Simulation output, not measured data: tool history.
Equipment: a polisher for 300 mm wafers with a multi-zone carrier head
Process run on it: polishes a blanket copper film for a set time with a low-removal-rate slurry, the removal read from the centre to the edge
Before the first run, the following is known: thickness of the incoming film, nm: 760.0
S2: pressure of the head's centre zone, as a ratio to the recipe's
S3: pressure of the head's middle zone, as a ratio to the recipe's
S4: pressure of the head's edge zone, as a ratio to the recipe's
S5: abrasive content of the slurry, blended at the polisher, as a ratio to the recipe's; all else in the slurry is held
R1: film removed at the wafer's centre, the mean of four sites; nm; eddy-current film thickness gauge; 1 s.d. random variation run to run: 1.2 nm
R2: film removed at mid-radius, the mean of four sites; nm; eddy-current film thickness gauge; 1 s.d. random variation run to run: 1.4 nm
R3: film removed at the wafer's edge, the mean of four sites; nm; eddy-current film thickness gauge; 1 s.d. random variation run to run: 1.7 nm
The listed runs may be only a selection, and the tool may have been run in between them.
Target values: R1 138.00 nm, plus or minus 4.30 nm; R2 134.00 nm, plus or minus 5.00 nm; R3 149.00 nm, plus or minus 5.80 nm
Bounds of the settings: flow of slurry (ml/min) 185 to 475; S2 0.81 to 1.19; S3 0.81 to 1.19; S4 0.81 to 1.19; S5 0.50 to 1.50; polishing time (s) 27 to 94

{"run": 1, "day": 0.0, "flow of slurry (ml/min)": 305, "S2": 1.0, "S3": 1.0, "S4": 1.0, "S5": 1.0, "polishing time (s)": 60, "R1": 232.32, "R2": 225.48, "R3": 210.08}
{"run": 2, "day": 0.154, "flow of slurry (ml/min)": 300, "S2": 0.97, "S3": 0.97, "S4": 1.0, "S5": 0.9, "polishing time (s)": 57, "R1": 209.32, "R2": 202.11, "R3": 201.55}
{"run": 3, "day": 0.5, "flow of slurry (ml/min)": 300, "S2": 0.97, "S3": 0.97, "S4": 1.0, "S5": 0.9, "polishing time (s)": 46, "R1": 165.2, "R2": 164.3, "R3": 161.66}
{"run": 4, "day": 0.871, "flow of slurry (ml/min)": 300, "S2": 0.95, "S3": 0.95, "S4": 0.98, "S5": 0.85, "polishing time (s)": 46, "R1": 161.61, "R2": 160.82, "R3": 159.51}
{"run": 5, "day": 1.029, "flow of slurry (ml/min)": 340, "S2": 0.95, "S3": 0.95, "S4": 0.98, "S5": 0.85, "polishing time (s)": 46, "R1": 162.65, "R2": 161.61, "R3": 157.08}
{"run": 6, "day": 1.354, "flow of slurry (ml/min)": 340, "S2": 0.93, "S3": 0.93, "S4": 0.98, "S5": 0.8, "polishing time (s)": 46, "R1": 157.26, "R2": 156.06, "R3": 154.73}
{"day": 1.529, "done": "edge zone pressure recalibrated"}
{"run": 7, "day": 1.529, "flow of slurry (ml/min)": 305, "S2": 0.83, "S3": 0.83, "S4": 0.98, "S5": 0.7, "polishing time (s)": 46, "R1": 138.97, "R2": 138.62, "R3": 160.6}
{"run": 8, "day": 1.683, "flow of slurry (ml/min)": 310, "S2": 0.83, "S3": 0.83, "S4": 0.97, "S5": 0.7, "polishing time (s)": 46, "R1": 136.05, "R2": 142.4, "R3": 159.85}
{"run": 9, "day": 1.746, "flow of slurry (ml/min)": 310, "S2": 0.84, "S3": 0.83, "S4": 0.97, "S5": 0.65, "polishing time (s)": 46, "R1": 137.0, "R2": 136.2, "R3": 157.22}

Exercise: of the 5 proposed moves below, exactly one satisfies all targets within the stated allowed misses. Which move is it?
{"run": "A", "day": 1.808, "flow of slurry (ml/min)": 425, "S2": 1.04, "S3": 0.95, "S4": 0.99, "S5": 0.5, "polishing time (s)": 40, "R1": "?", "R2": "?", "R3": "?"}
{"run": "B", "day": 1.808, "flow of slurry (ml/min)": 315, "S2": 0.83, "S3": 0.81, "S4": 0.98, "S5": 0.75, "polishing time (s)": 46, "R1": "?", "R2": "?", "R3": "?"}
{"run": "C", "day": 1.808, "flow of slurry (ml/min)": 285, "S2": 1.01, "S3": 0.81, "S4": 0.95, "S5": 0.7, "polishing time (s)": 41, "R1": "?", "R2": "?", "R3": "?"}
{"run": "D", "day": 1.808, "flow of slurry (ml/min)": 345, "S2": 0.9, "S3": 0.87, "S4": 1.01, "S5": 0.7, "polishing time (s)": 42, "R1": "?", "R2": "?", "R3": "?"}
{"run": "E", "day": 1.808, "flow of slurry (ml/min)": 210, "S2": 0.94, "S3": 0.84, "S4": 0.91, "S5": 0.75, "polishing time (s)": 45, "R1": "?", "R2": "?", "R3": "?"}

move=A R1=147.91 R2=132.75 R3=135.55
move=B R1=139.43 R2=138.35 R3=161.45
move=C R1=148.13 R2=120.62 R3=139.17
move=D R1=138.08 R2=133.65 R3=148.88
move=E R1=145.89 R2=132.20 R3=146.56
A: moves the result that the last run missed by most past its target, out the other side
B: moves away from the targets compared with the last run
C: moves the result that the last run missed by most past its target, out the other side
D: hits every target within its allowed miss
E: meets the target for the result that was furthest off, but another lies outside its allowed miss
D is the move that brings every result within its allowed miss.
